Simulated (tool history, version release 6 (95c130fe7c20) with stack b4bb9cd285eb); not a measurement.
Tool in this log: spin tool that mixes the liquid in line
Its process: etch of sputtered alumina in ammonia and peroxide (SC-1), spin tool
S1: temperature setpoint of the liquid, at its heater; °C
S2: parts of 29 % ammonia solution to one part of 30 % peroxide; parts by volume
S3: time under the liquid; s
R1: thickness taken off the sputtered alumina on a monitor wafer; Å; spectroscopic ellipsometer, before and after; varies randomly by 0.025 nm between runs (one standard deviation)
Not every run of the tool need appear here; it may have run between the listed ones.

| run | hour | S1 | S2 | S3 | R1 |
|---|---|---|---|---|---|
| 1 | 0.0 | 54.0 | 0.55 | 15 | 12.899 |
| 2 | 1.4 | 58.0 | 0.55 | 15 | 15.982 |
| 3 | 9.2 | 60.5 | 0.55 | 15 | 18.068 |
| 4 | 15.2 | 60.5 | 0.55 | 15 | 17.974 |
| 5 | 22.2 | 60.5 | 0.55 | 15 | 17.871 |
| 6 | 30.4 | 60.5 | 0.45 | 15 | 17.445 |
| 7 | 33.2 | 63.0 | 0.45 | 15 | 20.255 |
| 8 | 41.1 | 64.5 | 0.45 | 15 | 22.057 |
| 9 | 47.8 | 65.5 | 0.45 | 15 | 23.026 |
| 10 | 56.0 | 66.0 | 0.45 | 15 | 23.238 |

Run 11 comes next. What will it give?
| 11 | 63.7 | 66.5 | 0.45 | 15 | ? |

{"run 11": {"R1": 24.503}}

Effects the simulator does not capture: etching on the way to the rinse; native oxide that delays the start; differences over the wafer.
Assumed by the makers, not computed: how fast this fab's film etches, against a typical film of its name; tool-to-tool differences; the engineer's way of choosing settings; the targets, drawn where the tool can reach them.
